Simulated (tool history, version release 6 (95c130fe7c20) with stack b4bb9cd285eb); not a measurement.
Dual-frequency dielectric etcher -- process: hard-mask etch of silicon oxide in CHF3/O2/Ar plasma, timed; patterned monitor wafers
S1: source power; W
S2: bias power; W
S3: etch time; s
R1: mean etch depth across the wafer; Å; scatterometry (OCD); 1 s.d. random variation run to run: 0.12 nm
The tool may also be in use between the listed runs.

run 1 hour=0 | S1=500 S2=155 S3=14 | R1=244.7
run 2 hour=8.2 | S1=480 S2=153 S3=14 | R1=241.83
run 3 hour=15.8 | S1=460 S2=150 S3=14 | R1=236.27
run 4 hour=16.6 | S1=460 S2=140 S3=14 | R1=231.31
run 5 hour=25 | S1=450 S2=139 S3=14 | R1=227.71
run 6 hour=28 | S1=440 S2=138 S3=14 | R1=227.9
run 7 hour=30.7 | S1=440 S2=138 S3=14 | R1=226.51

Predict the results of run 8:
run 8 hour=37.2 | S1=430 S2=137 S3=14 | R1=?

{"run 8": {"R1": 222.97}}
